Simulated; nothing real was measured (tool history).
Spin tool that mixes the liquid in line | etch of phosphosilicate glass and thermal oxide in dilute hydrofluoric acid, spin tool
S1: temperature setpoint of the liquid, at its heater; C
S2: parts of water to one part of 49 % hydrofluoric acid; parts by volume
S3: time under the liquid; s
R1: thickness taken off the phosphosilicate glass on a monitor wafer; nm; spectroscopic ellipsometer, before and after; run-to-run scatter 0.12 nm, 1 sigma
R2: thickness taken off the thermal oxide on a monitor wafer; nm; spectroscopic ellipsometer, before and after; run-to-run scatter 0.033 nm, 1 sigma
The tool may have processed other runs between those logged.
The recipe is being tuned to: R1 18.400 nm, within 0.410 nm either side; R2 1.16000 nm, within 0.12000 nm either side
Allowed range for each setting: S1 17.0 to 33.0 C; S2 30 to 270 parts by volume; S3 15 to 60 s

run 1 hour=0.0 | S1=25.0 S2=150 S3=30 | R1=15.752 R2=1.01510
run 2 hour=3.5 | S1=25.5 S2=150 S3=30 | R1=15.953 R2=1.06390
run 3 hour=4.9 | S1=25.5 S2=150 S3=40 | R1=21.382 R2=1.31980
run 4 hour=6.9 | S1=27.0 S2=150 S3=40 | R1=22.683 R2=1.39520
run 5 hour=15.2 | S1=27.0 S2=150 S3=25 | R1=14.268 R2=0.90572
run 6 hour=16.7 | S1=27.5 S2=145 S3=25 | R1=14.847 R2=0.87399
run 7 hour=23.6 | S1=27.0 S2=140 S3=25 | R1=15.236 R2=0.95558
run 8 hour=28.7 | S1=27.5 S2=135 S3=25 | R1=16.314 R2=1.02390
run 9 hour=31.1 | S1=28.0 S2=135 S3=25 | R1=16.561 R2=1.03440
run 10 hour=34.2 | S1=28.5 S2=135 S3=25 | R1=16.940 R2=0.98655
run 11 hour=38.0 | S1=28.0 S2=130 S3=25 | R1=17.132 R2=1.08820

Which single option among these 5 for the next run brings every result within its allowed miss of target? Just one does.
run A hour=41.8 | S1=28.0 S2=140 S3=30 | R1=? R2=?
run B hour=41.8 | S1=27.0 S2=135 S3=30 | R1=? R2=?
run C hour=41.8 | S1=32.5 S2=220 S3=45 | R1=? R2=?
run D hour=41.8 | S1=29.0 S2=105 S3=20 | R1=? R2=?
run E hour=41.8 | S1=31.5 S2=155 S3=30 | R1=? R2=?

move=A R1=18.926 R2=1.26000
move=B R1=19.029 R2=1.26680
move=C R1=19.112 R2=1.27240
move=D R1=18.288 R2=1.21750
move=E R1=19.021 R2=1.26630
A: takes the result that was furthest off past its target
B: takes the result that was furthest off past its target
C: takes the result that was furthest off past its target
D: hits every target within its allowed miss
E: takes the result that was furthest off past its target
Move D is the one to make.

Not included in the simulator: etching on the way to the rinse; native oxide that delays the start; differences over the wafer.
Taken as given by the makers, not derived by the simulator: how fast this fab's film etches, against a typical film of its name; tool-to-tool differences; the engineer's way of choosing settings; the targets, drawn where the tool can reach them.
